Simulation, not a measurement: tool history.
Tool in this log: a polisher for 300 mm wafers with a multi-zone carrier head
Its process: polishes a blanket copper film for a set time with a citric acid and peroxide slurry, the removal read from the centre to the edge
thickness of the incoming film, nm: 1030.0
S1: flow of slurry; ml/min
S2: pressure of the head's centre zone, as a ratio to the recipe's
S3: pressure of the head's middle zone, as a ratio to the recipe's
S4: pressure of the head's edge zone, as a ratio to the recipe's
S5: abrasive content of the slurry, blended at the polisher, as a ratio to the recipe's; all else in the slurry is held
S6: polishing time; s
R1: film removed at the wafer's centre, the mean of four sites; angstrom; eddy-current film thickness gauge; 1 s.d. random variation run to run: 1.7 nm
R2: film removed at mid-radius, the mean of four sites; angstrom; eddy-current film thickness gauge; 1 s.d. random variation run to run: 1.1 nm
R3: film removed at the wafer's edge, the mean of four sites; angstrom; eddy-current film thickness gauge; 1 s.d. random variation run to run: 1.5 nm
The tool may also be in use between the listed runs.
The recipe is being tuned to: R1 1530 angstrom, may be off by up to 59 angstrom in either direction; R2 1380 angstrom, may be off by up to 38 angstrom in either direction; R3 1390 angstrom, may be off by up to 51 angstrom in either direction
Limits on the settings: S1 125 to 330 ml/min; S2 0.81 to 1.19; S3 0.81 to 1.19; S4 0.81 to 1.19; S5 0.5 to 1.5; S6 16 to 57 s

run	hour	S1	S2	S3	S4	S5	S6	R1	R2	R3
1	0	210	1	1	1	1	36	980.69	976.89	976.98
2	3.3	210	1	1	1.08	1	36	985.44	1000.4	993.08
3	10.9	210	1	1	1.08	1	42	1146.8	1127.3	1177.1
4	17	220	1.03	1.01	1.09	1.1	43	1238.9	1214.2	1223.8
5	24.4	225	1.05	1	1.1	1.2	44	1293.8	1255.3	1287.5
6	25.3	235	1.08	1	1.11	1.25	44	1360.8	1248.9	1307.9
7	27.3	245	1.1	1.02	1.12	1.3	44	1389.9	1310.2	1347.7
8	35.2	255	1.12	1.03	1.12	1.3	44	1479.1	1313.7	1348.5
9	36.3	265	1.12	1.04	1.12	1.3	44	1457.3	1328.2	1329.7

Which single option among these 5 for the next run brings every result within its allowed miss of target? Just one does.
A	37.4	290	1.05	1.11	1.15	1.35	43	?	?	?
B	37.4	210	0.99	1.03	1.19	1.5	47	?	?	?
C	37.4	275	1.15	1.06	1.17	1.4	44	?	?	?
D	37.4	265	1.19	1.07	0.99	1.35	44	?	?	?
E	37.4	270	1.04	0.98	1.16	1.25	44	?	?	?

move	R1	R2	R3
A	1354.5	1386.9	1357.1
B	1364.2	1397.5	1499
C	1519.9	1365.7	1406.1
D	1555.2	1361.5	1280.1
E	1340.2	1248.6	1369
A: corrects the largest miss of the last run, while another result sits out of spec
B: corrects the largest miss of the last run, while another result sits out of spec
C: all results in spec
D: corrects the largest miss of the last run, while another result sits out of spec
E: the biggest miss grows against the last run
So the answer is move C, the one that meets all the targets.

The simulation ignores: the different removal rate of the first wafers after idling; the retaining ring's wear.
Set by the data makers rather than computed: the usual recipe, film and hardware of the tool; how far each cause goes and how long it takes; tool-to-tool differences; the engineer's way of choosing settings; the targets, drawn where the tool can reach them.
